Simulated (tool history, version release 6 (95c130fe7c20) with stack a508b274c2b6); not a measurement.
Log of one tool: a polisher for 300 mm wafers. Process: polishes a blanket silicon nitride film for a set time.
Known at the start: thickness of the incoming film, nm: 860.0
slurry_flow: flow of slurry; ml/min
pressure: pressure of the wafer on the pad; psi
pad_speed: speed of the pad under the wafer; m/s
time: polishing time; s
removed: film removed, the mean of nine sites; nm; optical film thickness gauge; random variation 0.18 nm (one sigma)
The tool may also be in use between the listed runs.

Run 1, hour 0: slurry_flow 165 ml/min, pressure 2.5 psi, pad_speed 1.34 m/s, time 55 s. Result: removed 73.3 nm.
Run 2, hour 7.3: slurry_flow 160 ml/min, pressure 2.3 psi, pad_speed 1.26 m/s, time 55 s. Result: removed 64.317 nm.
Run 3, hour 16: slurry_flow 160 ml/min, pressure 2.3 psi, pad_speed 1.26 m/s, time 49 s. Result: removed 56.806 nm.
Run 4, hour 18.8: slurry_flow 130 ml/min, pressure 2.3 psi, pad_speed 1.26 m/s, time 49 s. Result: removed 54.962 nm.
Run 5, hour 25.7: slurry_flow 130 ml/min, pressure 2.6 psi, pad_speed 1.26 m/s, time 49 s. Result: removed 62.03 nm.
At hour 29.9: worn pad replaced by a new one.
Run 6, hour 29.9: slurry_flow 130 ml/min, pressure 3 psi, pad_speed 1.26 m/s, time 49 s. Result: removed 74.34 nm.
Run 7, hour 31.4: slurry_flow 125 ml/min, pressure 2.7 psi, pad_speed 1.24 m/s, time 49 s. Result: removed 66.47 nm.
Run 8, hour 40.4: slurry_flow 125 ml/min, pressure 2.4 psi, pad_speed 1.2 m/s, time 49 s. Result: removed 57.858 nm.

Run 9 comes next. What will it give?
Run 9, hour 43.6: slurry_flow 125 ml/min, pressure 2.2 psi, pad_speed 1.12 m/s, time 49 s. Result: removed ?.

Run 9 gave removed 51.143 nm.
